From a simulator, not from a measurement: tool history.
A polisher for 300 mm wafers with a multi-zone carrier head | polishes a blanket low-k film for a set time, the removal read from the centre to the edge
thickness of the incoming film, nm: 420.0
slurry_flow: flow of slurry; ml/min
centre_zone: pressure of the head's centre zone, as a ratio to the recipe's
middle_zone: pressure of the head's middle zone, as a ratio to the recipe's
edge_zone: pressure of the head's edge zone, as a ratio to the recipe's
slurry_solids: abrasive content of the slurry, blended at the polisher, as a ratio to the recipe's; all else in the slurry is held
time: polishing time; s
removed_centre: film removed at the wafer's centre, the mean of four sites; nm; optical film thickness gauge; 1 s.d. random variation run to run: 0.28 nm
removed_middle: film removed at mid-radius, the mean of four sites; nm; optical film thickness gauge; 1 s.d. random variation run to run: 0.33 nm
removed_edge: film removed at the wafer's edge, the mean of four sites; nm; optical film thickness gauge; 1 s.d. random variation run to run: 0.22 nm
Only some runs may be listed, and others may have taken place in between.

{"run": 1, "hour": 0.0, "slurry_flow": 310, "centre_zone": 1.0, "middle_zone": 1.0, "edge_zone": 1.0, "slurry_solids": 1.0, "time": 86, "removed_centre": 33.14, "removed_middle": 32.25, "removed_edge": 33.051}
{"run": 2, "hour": 1.3, "slurry_flow": 310, "centre_zone": 1.0, "middle_zone": 1.0, "edge_zone": 1.0, "slurry_solids": 1.0, "time": 77, "removed_centre": 28.935, "removed_middle": 28.671, "removed_edge": 29.434}
{"run": 3, "hour": 8.4, "slurry_flow": 310, "centre_zone": 1.0, "middle_zone": 1.0, "edge_zone": 1.07, "slurry_solids": 1.0, "time": 77, "removed_centre": 30.38, "removed_middle": 29.395, "removed_edge": 31.053}
{"run": 4, "hour": 10.1, "slurry_flow": 310, "centre_zone": 0.92, "middle_zone": 1.0, "edge_zone": 1.07, "slurry_solids": 1.0, "time": 77, "removed_centre": 26.821, "removed_middle": 29.058, "removed_edge": 31.566}
{"run": 5, "hour": 15.9, "slurry_flow": 310, "centre_zone": 0.92, "middle_zone": 1.01, "edge_zone": 1.05, "slurry_solids": 0.95, "time": 77, "removed_centre": 26.238, "removed_middle": 28.369, "removed_edge": 30.336}
{"run": 6, "hour": 20.8, "slurry_flow": 310, "centre_zone": 0.92, "middle_zone": 1.02, "edge_zone": 1.03, "slurry_solids": 0.9, "time": 77, "removed_centre": 26.064, "removed_middle": 28.233, "removed_edge": 28.892}
{"run": 7, "hour": 28.4, "slurry_flow": 310, "centre_zone": 0.91, "middle_zone": 1.02, "edge_zone": 1.02, "slurry_solids": 0.85, "time": 77, "removed_centre": 24.106, "removed_middle": 28.229, "removed_edge": 28.049}
{"run": 8, "hour": 29.8, "slurry_flow": 310, "centre_zone": 0.92, "middle_zone": 1.01, "edge_zone": 1.01, "slurry_solids": 0.8, "time": 77, "removed_centre": 24.941, "removed_middle": 26.516, "removed_edge": 26.948}
{"run": 9, "hour": 36.5, "slurry_flow": 310, "centre_zone": 0.91, "middle_zone": 1.01, "edge_zone": 1.0, "slurry_solids": 0.75, "time": 77, "removed_centre": 23.51, "removed_middle": 25.268, "removed_edge": 25.895}
{"run": 10, "hour": 41.7, "slurry_flow": 310, "centre_zone": 0.91, "middle_zone": 1.01, "edge_zone": 0.98, "slurry_solids": 0.75, "time": 77, "removed_centre": 23.892, "removed_middle": 25.384, "removed_edge": 26.075}

Predict the results of run 11:
{"run": 11, "hour": 42.8, "slurry_flow": 310, "centre_zone": 0.91, "middle_zone": 1.02, "edge_zone": 0.97, "slurry_solids": 0.7, "time": 77, "removed_centre": "?", "removed_middle": "?", "removed_edge": "?"}

removed_centre: 22.408 nm
removed_middle: 25.370 nm
removed_edge: 24.746 nm
